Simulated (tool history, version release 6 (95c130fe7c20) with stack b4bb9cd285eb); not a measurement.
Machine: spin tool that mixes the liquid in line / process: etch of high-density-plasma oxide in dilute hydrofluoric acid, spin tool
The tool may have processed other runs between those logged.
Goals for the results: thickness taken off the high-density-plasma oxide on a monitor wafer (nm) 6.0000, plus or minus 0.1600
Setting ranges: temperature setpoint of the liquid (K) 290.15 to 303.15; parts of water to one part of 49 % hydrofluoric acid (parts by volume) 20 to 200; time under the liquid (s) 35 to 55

run  hour  temperature setpoint of the liquid (K)  parts of water to one part of 49 % hydrofluoric acid (parts by volume)  time under the liquid (s)  thickness taken off the high-density-plasma oxide on a monitor wafer (nm)
  1   0.0                                  295.15                                                                     110                         55                                                                     2.2559
  2   3.2                                  296.65                                                                      95                         55                                                                     2.7934
  3   5.2                                  293.15                                                                      95                         55                                                                     2.4300
  4  12.7                                  295.15                                                                      85                         55                                                                     2.9871
  5  14.6                                  298.15                                                                      85                         55                                                                     3.3771
  6  16.3                                  299.15                                                                      80                         55                                                                     3.7493
  7  22.7                                  300.15                                                                      75                         55                                                                     4.2041
  8  30.9                                  300.65                                                                      70                         55                                                                     4.5715
  9  38.3                                  301.15                                                                      65                         55                                                                     5.0972
 10  44.6                                  301.65                                                                      65                         55                                                                     5.1809
 11  50.3                                  302.15                                                                      65                         55                                                                     5.3142

5 candidate next runs follow, results not yet known. Just one meets every target within its allowed miss. Identify it.
  A  56.0                                  303.15                                                                      75                         55                                                                          ?
  B  56.0                                  303.15                                                                      60                         55                                                                          ?
  C  56.0                                  303.15                                                                      65                         55                                                                          ?
  D  56.0                                  303.15                                                                      80                         55                                                                          ?
  E  56.0                                  301.65                                                                      70                         55                                                                          ?

move  thickness taken off the high-density-plasma oxide on a monitor wafer (nm)
   A                                                                     4.6773
   B                                                                     5.9790
   C                                                                     5.4777
   D                                                                     4.3529
   E                                                                     4.7635
A: moves away from the targets compared with the last run
B: meets every target
C: better than the last run, though not everything is in spec
D: moves away from the targets compared with the last run
E: moves away from the targets compared with the last run
B is the move that brings every result within its allowed miss.
